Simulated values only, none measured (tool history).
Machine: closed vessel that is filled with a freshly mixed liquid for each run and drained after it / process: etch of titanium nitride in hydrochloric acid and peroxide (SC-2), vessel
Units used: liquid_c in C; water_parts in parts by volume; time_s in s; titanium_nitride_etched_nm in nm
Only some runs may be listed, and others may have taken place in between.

run  hour  liquid_c  water_parts  time_s  titanium_nitride_etched_nm
  1     0        57            5    1005                      47.082
  2   7.6        52            5    1005                      33.922
  3    10      53.5            5    1005                      37.435
  4  17.5      54.5            5    1005                      39.809
  5  26.7      54.5            5    1005                      39.591
  6  28.3      54.5            4    1005                      46.532
  7  33.5      55.5            4    1005                      50.263
  8  42.6        56            4    1005                      51.612

Predict the results of run 9:
  9  46.1      56.5            4    1005                           ?

{"run 9": {"titanium_nitride_etched_nm": 53.251}}
